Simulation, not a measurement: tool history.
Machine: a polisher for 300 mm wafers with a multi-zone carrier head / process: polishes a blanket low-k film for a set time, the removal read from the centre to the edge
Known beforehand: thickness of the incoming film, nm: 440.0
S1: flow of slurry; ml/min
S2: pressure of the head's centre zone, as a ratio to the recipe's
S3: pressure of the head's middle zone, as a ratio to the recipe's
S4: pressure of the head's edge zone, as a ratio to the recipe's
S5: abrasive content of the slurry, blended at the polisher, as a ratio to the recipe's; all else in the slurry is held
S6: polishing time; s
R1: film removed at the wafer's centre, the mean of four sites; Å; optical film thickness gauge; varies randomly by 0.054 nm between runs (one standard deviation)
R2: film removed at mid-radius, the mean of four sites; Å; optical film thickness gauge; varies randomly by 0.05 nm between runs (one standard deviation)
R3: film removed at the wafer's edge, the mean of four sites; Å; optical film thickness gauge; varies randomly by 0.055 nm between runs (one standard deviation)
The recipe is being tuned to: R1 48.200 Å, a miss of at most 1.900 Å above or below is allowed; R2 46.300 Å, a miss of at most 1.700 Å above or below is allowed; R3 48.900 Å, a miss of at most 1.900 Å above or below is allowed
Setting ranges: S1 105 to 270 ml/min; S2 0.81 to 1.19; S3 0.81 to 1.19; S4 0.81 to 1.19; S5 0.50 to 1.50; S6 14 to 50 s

run	hour	S1	S2	S3	S4	S5	S6	R1	R2	R3
1	0.0	175	1.00	1.00	1.00	1.00	32	55.353	55.309	54.538
2	5.3	175	1.04	1.00	1.00	1.00	32	56.441	55.073	56.038
3	9.4	175	1.13	1.00	1.00	1.00	32	60.699	55.175	53.647
4	12.4	150	1.13	1.00	1.00	1.00	32	60.764	54.344	54.176
5	13.7	150	1.13	1.00	1.00	1.00	38	70.487	64.329	64.000
6	22.4	150	1.18	1.00	1.00	1.00	38	73.255	65.503	64.293
7	25.9	135	1.08	0.92	0.92	0.75	37	53.844	47.479	49.298
8	27.2	135	1.08	0.92	0.92	0.75	37	54.393	47.552	48.991
9	29.0	130	1.05	0.92	0.93	0.75	37	51.900	46.933	50.676
10	38.0	120	1.01	0.95	0.88	0.70	37	47.868	45.252	45.340
11	45.4	125	1.00	0.95	0.90	0.70	37	47.493	45.700	45.750
12	46.7	130	1.00	0.94	0.92	0.70	37	47.329	45.147	46.426
13	50.0	135	1.00	0.94	0.93	0.70	37	47.616	45.582	46.746
14	50.9	135	1.00	0.94	0.94	0.70	37	47.460	44.615	46.618

Consider the 4 candidate settings below. Which is the only one whose results all fall within their allowed miss of target?
A	51.8	110	1.12	1.07	0.90	0.80	32	?	?	?
B	51.8	135	1.08	1.03	0.91	0.70	35	?	?	?
C	51.8	105	0.94	0.90	0.83	0.95	33	?	?	?
D	51.8	195	1.19	0.99	0.93	0.60	40	?	?	?

move	R1	R2	R3
A	48.748	47.286	42.855
B	48.190	46.381	43.152
C	48.972	47.165	48.533
D	54.177	46.408	44.348
A: its largest miss is bigger than the last run's
B: its largest miss is bigger than the last run's
C: all results land within tolerance of their targets
D: its largest miss is bigger than the last run's
The right move is C.

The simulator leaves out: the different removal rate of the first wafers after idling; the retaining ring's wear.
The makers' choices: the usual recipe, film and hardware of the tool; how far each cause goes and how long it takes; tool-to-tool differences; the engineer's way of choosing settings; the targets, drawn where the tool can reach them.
